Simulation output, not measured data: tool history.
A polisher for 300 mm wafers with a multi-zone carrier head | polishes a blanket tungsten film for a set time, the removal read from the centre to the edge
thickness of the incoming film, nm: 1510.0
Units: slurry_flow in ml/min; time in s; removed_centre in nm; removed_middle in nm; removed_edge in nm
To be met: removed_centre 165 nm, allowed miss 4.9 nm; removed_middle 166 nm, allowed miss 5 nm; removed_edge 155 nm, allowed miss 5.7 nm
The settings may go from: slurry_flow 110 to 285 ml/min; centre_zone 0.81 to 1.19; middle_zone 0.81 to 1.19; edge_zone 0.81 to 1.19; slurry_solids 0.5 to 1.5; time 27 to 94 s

Run 1, hour 0: slurry_flow 180 ml/min, centre_zone 1, middle_zone 1, edge_zone 1, slurry_solids 1, time 60 s. Result: removed_centre 245.05 nm, removed_middle 246.2 nm, removed_edge 235.54 nm.
Run 2, hour 4: slurry_flow 175 ml/min, centre_zone 0.99, middle_zone 0.99, edge_zone 0.97, slurry_solids 0.9, time 57 s. Result: removed_centre 221.27 nm, removed_middle 222.67 nm, removed_edge 216.36 nm.
Run 3, hour 8.3: slurry_flow 180 ml/min, centre_zone 0.99, middle_zone 1, edge_zone 0.95, slurry_solids 0.8, time 54 s. Result: removed_centre 205.72 nm, removed_middle 206.77 nm, removed_edge 193.72 nm.
Run 4, hour 16.4: slurry_flow 180 ml/min, centre_zone 0.98, middle_zone 0.99, edge_zone 0.93, slurry_solids 0.75, time 53 s. Result: removed_centre 191.24 nm, removed_middle 196.96 nm, removed_edge 187.51 nm.
Run 5, hour 18.7: slurry_flow 180 ml/min, centre_zone 0.94, middle_zone 0.99, edge_zone 0.93, slurry_solids 0.75, time 53 s. Result: removed_centre 184.89 nm, removed_middle 195.95 nm, removed_edge 186.55 nm.
Run 6, hour 24.5: slurry_flow 180 ml/min, centre_zone 0.95, middle_zone 0.99, edge_zone 0.91, slurry_solids 0.7, time 52 s. Result: removed_centre 175.81 nm, removed_middle 190.08 nm, removed_edge 172.1 nm.
Run 7, hour 30: slurry_flow 175 ml/min, centre_zone 0.96, middle_zone 0.97, edge_zone 0.89, slurry_solids 0.7, time 52 s. Result: removed_centre 179.89 nm, removed_middle 185.11 nm, removed_edge 169.72 nm.
Run 8, hour 38: slurry_flow 165 ml/min, centre_zone 0.95, middle_zone 0.96, edge_zone 0.88, slurry_solids 0.7, time 52 s. Result: removed_centre 176.03 nm, removed_middle 180.3 nm, removed_edge 172.36 nm.
Run 9, hour 45.8: slurry_flow 165 ml/min, centre_zone 0.95, middle_zone 0.96, edge_zone 0.87, slurry_solids 0.65, time 52 s. Result: removed_centre 170.41 nm, removed_middle 178.4 nm, removed_edge 164.46 nm.
Run 10, hour 54.4: slurry_flow 160 ml/min, centre_zone 0.95, middle_zone 0.95, edge_zone 0.86, slurry_solids 0.65, time 52 s. Result: removed_centre 170.16 nm, removed_middle 171.92 nm, removed_edge 163.24 nm.
Run 11, hour 57.9: slurry_flow 155 ml/min, centre_zone 0.95, middle_zone 0.95, edge_zone 0.85, slurry_solids 0.65, time 52 s. Result: removed_centre 168.95 nm, removed_middle 171.35 nm, removed_edge 164.54 nm.
Run 12, hour 60.8: slurry_flow 155 ml/min, centre_zone 0.95, middle_zone 0.95, edge_zone 0.84, slurry_solids 0.65, time 52 s. Result: removed_centre 168.43 nm, removed_middle 174.79 nm, removed_edge 161.78 nm.
Run 13, hour 68.4: slurry_flow 150 ml/min, centre_zone 0.95, middle_zone 0.95, edge_zone 0.83, slurry_solids 0.65, time 52 s. Result: removed_centre 167.82 nm, removed_middle 169.46 nm, removed_edge 162.07 nm.

Which of these 5 next moves meets every target?
Run A, hour 76: slurry_flow 125 ml/min, centre_zone 1, middle_zone 0.9, edge_zone 0.87, slurry_solids 0.55, time 54 s. Result: removed_centre ?, removed_middle ?, removed_edge ?.
Run B, hour 76: slurry_flow 110 ml/min, centre_zone 1.04, middle_zone 0.94, edge_zone 0.9, slurry_solids 0.65, time 51 s. Result: removed_centre ?, removed_middle ?, removed_edge ?.
Run C, hour 76: slurry_flow 110 ml/min, centre_zone 0.95, middle_zone 0.91, edge_zone 0.88, slurry_solids 0.65, time 51 s. Result: removed_centre ?, removed_middle ?, removed_edge ?.
Run D, hour 76: slurry_flow 155 ml/min, centre_zone 0.95, middle_zone 0.93, edge_zone 0.81, slurry_solids 0.65, time 51 s. Result: removed_centre ?, removed_middle ?, removed_edge ?.
Run E, hour 76: slurry_flow 135 ml/min, centre_zone 0.94, middle_zone 0.97, edge_zone 0.85, slurry_solids 0.6, time 52 s. Result: removed_centre ?, removed_middle ?, removed_edge ?.

move  removed_centre  removed_middle  removed_edge
   A          162.91          154.21        153.74
   B          164.52          155.49        153.61
   C          150.15          151.68         152.1
   D          163.65          166.36        154.52
   E          155.44          165.65        153.17
A: brings the result that was furthest off to its target, and leaves another outside
B: brings the result that was furthest off to its target, and leaves another outside
C: brings the result that was furthest off to its target, and leaves another outside
D: meets every target
E: brings the result that was furthest off to its target, and leaves another outside
The right move is D.
